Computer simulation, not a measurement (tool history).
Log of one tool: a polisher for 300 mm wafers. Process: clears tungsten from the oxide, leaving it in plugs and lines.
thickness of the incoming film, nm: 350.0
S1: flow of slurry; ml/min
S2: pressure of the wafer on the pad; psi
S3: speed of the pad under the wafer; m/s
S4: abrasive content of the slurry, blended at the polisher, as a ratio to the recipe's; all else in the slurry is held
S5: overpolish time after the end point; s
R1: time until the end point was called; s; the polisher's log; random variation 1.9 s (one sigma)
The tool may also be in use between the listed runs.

run  hour   S1   S2    S3    S4  S5      R1
  1     0  220  2.7  1.12     1  42  102.61
  2   3.5  220  2.7  1.12  0.85  42  107.07
  3   9.4  220  2.5  1.08  0.85  42  117.27
  4  11.8  220  2.3  1.04  0.85  42  130.57
  5  16.6  220  2.6  1.04  0.85  42  116.69
  6  23.6  220  2.6  1.04  0.85  45  116.69
  7  29.6  220  2.4     1  0.85  45   129.2
  8  37.3  220  2.2  0.96  0.85  45  145.19
  9  44.2  205  1.5  0.84  0.85  45  217.06

Forecast run 10:
 10    45  200  1.5  0.84  0.85  45   ?

Run 10 gave R1 216.55 s.

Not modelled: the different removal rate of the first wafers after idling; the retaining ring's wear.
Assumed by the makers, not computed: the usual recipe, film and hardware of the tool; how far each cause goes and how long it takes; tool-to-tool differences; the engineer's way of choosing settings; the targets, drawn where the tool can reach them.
